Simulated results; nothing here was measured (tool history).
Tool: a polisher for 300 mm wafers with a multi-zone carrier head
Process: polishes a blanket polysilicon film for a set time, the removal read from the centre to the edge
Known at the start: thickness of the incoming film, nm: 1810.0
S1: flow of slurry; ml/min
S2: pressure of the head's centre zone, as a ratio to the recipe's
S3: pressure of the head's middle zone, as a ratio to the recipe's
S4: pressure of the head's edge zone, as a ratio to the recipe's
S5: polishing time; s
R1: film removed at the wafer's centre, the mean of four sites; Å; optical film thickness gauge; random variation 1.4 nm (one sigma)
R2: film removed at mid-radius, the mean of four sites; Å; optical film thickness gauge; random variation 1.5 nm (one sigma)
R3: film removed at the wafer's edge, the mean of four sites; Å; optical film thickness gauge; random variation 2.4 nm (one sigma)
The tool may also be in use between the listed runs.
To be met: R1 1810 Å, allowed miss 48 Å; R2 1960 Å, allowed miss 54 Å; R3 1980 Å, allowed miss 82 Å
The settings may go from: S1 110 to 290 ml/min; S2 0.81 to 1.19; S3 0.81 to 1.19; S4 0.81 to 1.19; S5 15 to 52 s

run,hour,S1,S2,S3,S4,S5,R1,R2,R3
1,0,185,1,1,1,33,2459.3,2383.6,2424.3
2,2.6,180,0.97,0.99,0.98,32,2337.5,2242.9,2326.9
3,3.8,180,0.97,0.99,0.9,32,2297.1,2290,2270.8
4,6,175,0.95,0.99,0.89,31,2218.4,2208.2,2146.6
5,10.2,175,0.95,1.08,0.89,31,2203.4,2406,2156.5
6,16.5,175,0.95,1.14,0.89,31,2196.9,2486.2,2163.4
7,17.4,170,0.93,1.11,0.89,31,2175.1,2422.2,2141.4
8,19.4,165,0.91,1.09,0.91,31,2116.1,2366.9,2104.3
9,21.1,165,0.89,1.07,0.94,31,2101.4,2348.1,2209.6
10,23.2,160,0.88,1.05,0.93,31,2078.9,2302.1,2148.8
11,28.2,155,0.87,1.04,0.94,31,2040.3,2245.3,2154.6
12,36.5,150,0.86,1.03,0.94,31,2041.8,2199.7,2116.9
13,40.5,150,0.85,1.03,0.95,31,2032.5,2197.5,2186
14,46.6,150,0.84,1.03,0.95,31,2013,2209.5,2163

Which of these 4 next moves meets every target?
A,52.7,135,1.09,0.93,0.82,31,?,?,?
B,52.7,150,0.85,1.02,0.98,28,?,?,?
C,52.7,110,1.18,0.81,0.85,32,?,?,?
D,52.7,155,0.81,1.01,1.04,29,?,?,?

move,R1,R2,R3
A,2294.7,1991.2,2043.9
B,1836.9,1980.8,2027.3
C,2374,1761.8,2087.7
D,1865.3,2045.6,2169.8
A: brings the result that was furthest off to its target, and leaves another outside
B: meets every target
C: takes the result that was furthest off past its target
D: nearer than the last run, and not there yet
The right move is B.
